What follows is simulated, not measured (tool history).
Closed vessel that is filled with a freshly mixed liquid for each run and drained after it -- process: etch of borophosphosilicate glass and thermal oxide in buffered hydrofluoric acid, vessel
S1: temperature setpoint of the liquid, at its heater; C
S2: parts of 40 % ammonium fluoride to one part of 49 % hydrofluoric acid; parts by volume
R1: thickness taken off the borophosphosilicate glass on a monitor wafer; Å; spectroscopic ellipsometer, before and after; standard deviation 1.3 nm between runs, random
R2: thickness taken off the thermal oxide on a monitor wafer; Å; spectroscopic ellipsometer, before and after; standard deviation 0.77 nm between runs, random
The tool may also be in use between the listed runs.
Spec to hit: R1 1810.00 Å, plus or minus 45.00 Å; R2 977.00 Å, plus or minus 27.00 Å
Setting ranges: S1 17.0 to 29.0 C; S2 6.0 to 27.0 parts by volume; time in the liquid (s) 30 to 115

run 1 hour=0.0 | S1=21.0 S2=16.5 time_in_the_liquid_(s)=60 | R1=678.45 R2=365.40
run 2 hour=7.9 | S1=21.0 S2=16.5 time_in_the_liquid_(s)=50 | R1=558.30 R2=300.60
run 3 hour=9.5 | S1=23.5 S2=13.0 time_in_the_liquid_(s)=50 | R1=811.51 R2=441.51
run 4 hour=17.9 | S1=20.5 S2=13.0 time_in_the_liquid_(s)=50 | R1=693.70 R2=370.62
run 5 hour=21.5 | S1=23.0 S2=10.5 time_in_the_liquid_(s)=50 | R1=983.10 R2=535.07
run 6 hour=24.4 | S1=25.0 S2=9.5 time_in_the_liquid_(s)=50 | R1=1190.90 R2=636.04
run 7 hour=28.1 | S1=26.5 S2=8.5 time_in_the_liquid_(s)=50 | R1=1419.10 R2=759.44
run 8 hour=30.8 | S1=27.5 S2=8.0 time_in_the_liquid_(s)=50 | R1=1591.50 R2=853.66
run 9 hour=34.6 | S1=28.0 S2=8.0 time_in_the_liquid_(s)=50 | R1=1629.10 R2=890.99
run 10 hour=36.5 | S1=28.5 S2=8.0 time_in_the_liquid_(s)=50 | R1=1663.20 R2=910.25

Next run, 4 choices. One meets every target within its allowed miss, the rest don't. Which?
run A hour=38.4 | S1=27.5 S2=7.0 time_in_the_liquid_(s)=40 | R1=? R2=?
run B hour=38.4 | S1=29.0 S2=9.0 time_in_the_liquid_(s)=50 | R1=? R2=?
run C hour=38.4 | S1=28.0 S2=9.5 time_in_the_liquid_(s)=55 | R1=? R2=?
run D hour=38.4 | S1=26.5 S2=8.0 time_in_the_liquid_(s)=60 | R1=? R2=?

move=A R1=1475.80 R2=793.49
move=B R1=1516.60 R2=818.35
move=C R1=1529.60 R2=825.32
move=D R1=1815.00 R2=976.88
A: its largest miss is bigger than the last run's
B: its largest miss is bigger than the last run's
C: its largest miss is bigger than the last run's
D: all results land within tolerance of their targets
Move D is the one to make.

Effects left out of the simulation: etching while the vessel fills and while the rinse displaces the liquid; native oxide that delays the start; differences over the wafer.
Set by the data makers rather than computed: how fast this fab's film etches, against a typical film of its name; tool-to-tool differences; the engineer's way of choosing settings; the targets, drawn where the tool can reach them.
